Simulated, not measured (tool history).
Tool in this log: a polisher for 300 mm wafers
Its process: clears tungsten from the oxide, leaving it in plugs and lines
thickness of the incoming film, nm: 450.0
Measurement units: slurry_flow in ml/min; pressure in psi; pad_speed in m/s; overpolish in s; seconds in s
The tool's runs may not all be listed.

Run 1, hour 0: slurry_flow 130 ml/min, pressure 4.7 psi, pad_speed 1.18 m/s, slurry_solids 1, overpolish 5 s. Result: seconds 71.863 s.
Run 2, hour 7.6: slurry_flow 130 ml/min, pressure 4.7 psi, pad_speed 1.18 m/s, slurry_solids 1, overpolish 5 s. Result: seconds 71.896 s.
Run 3, hour 8.2: slurry_flow 130 ml/min, pressure 4.6 psi, pad_speed 1.18 m/s, slurry_solids 1, overpolish 5 s. Result: seconds 71.126 s.
Run 4, hour 12: slurry_flow 130 ml/min, pressure 4.4 psi, pad_speed 1.18 m/s, slurry_solids 1, overpolish 5 s. Result: seconds 73.305 s.
Run 5, hour 18.5: slurry_flow 130 ml/min, pressure 4.2 psi, pad_speed 1.16 m/s, slurry_solids 1, overpolish 5 s. Result: seconds 79.833 s.
At hour 21.4: head pressure recalibrated.
Run 6, hour 21.4: slurry_flow 130 ml/min, pressure 4.1 psi, pad_speed 1.16 m/s, slurry_solids 1, overpolish 5 s. Result: seconds 78.47 s.
Run 7, hour 25.4: slurry_flow 130 ml/min, pressure 4 psi, pad_speed 1.16 m/s, slurry_solids 1, overpolish 5 s. Result: seconds 78.815 s.
Run 8, hour 32.3: slurry_flow 130 ml/min, pressure 3.9 psi, pad_speed 1.16 m/s, slurry_solids 1, overpolish 5 s. Result: seconds 79.957 s.
Run 9, hour 36.1: slurry_flow 130 ml/min, pressure 3.8 psi, pad_speed 1.16 m/s, slurry_solids 1, overpolish 5 s. Result: seconds 82.737 s.
Run 10, hour 39.5: slurry_flow 130 ml/min, pressure 3.7 psi, pad_speed 1.16 m/s, slurry_solids 1, overpolish 5 s. Result: seconds 83.457 s.

Expected results for the next run?
Run 11, hour 48.3: slurry_flow 130 ml/min, pressure 3.6 psi, pad_speed 1.16 m/s, slurry_solids 1, overpolish 5 s. Result: seconds ?.

seconds: 88.035 s
